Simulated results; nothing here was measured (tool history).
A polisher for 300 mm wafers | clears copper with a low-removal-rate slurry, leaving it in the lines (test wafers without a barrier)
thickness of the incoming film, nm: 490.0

| run | hour | flow of slurry (ml/min) | pressure of the wafer on the pad (kPa) | speed of the pad under the wafer (cm/s) | abrasive content of the slurry | overpolish time after the end point (s) | time until the end point was called (s) | dishing of a wide line in a test structure (angstrom) |
|---|---|---|---|---|---|---|---|---|
| 1 | 0.0 | 240 | 20.0 | 112 | 1.0 | 18 | 183.67 | 312.68 |
| 2 | 8.1 | 240 | 22.1 | 112 | 1.0 | 21 | 168.11 | 392.93 |
| 3 | 11.0 | 240 | 23.4 | 112 | 1.0 | 23 | 153.28 | 431.49 |
| 4 | 12.6 | 240 | 23.4 | 114 | 1.0 | 25 | 156.79 | 479.42 |
| 5 | 20.4 | 240 | 23.4 | 130 | 1.0 | 25 | 138.82 | 508.83 |
| 6 | 25.6 | 240 | 23.4 | 150 | 1.0 | 25 | 125.17 | 561.24 |

Forecast run 7:
| 7 | 32.2 | 240 | 22.8 | 150 | 1.0 | 26 | ? | ? |

time until the end point was called (s): 125.35
dishing of a wide line in a test structure (angstrom): 570.66

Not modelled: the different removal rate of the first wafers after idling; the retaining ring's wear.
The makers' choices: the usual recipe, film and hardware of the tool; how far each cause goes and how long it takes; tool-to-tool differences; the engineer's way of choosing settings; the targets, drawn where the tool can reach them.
